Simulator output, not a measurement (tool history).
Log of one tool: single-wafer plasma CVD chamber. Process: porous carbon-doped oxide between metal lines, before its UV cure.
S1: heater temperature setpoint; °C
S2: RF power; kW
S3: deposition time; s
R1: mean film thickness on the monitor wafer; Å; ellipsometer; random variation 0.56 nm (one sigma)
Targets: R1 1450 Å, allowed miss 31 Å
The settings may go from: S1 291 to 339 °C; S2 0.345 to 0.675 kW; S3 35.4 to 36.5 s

run,day,S1,S2,S3,R1
1,0,315,0.51,35.4,1738.8
2,0.312,315,0.51,36.5,1794.5
3,0.438,308,0.51,36.5,1854
4,0.738,313,0.48,36.4,1719.5
5,0.962,318,0.465,36.4,1629.9
6,1.062,318,0.52,36.4,1784.6
# day 1.329: RF generator calibrated
7,1.329,322,0.5,36.3,1743.5
8,1.4,322,0.47,36.2,1654.9
9,1.654,323,0.45,36.1,1580.7

Which of these 5 next moves meets every target?
A,1.908,332,0.49,36.5,?
B,1.908,335,0.41,36.5,?
C,1.908,315,0.4,35.4,?
D,1.908,322,0.525,36.5,?
E,1.908,328,0.465,36.5,?

move,R1
A,1637.1
B,1391.6
C,1455
D,1807.3
E,1603
A: further off than the last run
B: takes the result that was furthest off past its target
C: meets every target
D: further off than the last run
E: further off than the last run
Answer: C

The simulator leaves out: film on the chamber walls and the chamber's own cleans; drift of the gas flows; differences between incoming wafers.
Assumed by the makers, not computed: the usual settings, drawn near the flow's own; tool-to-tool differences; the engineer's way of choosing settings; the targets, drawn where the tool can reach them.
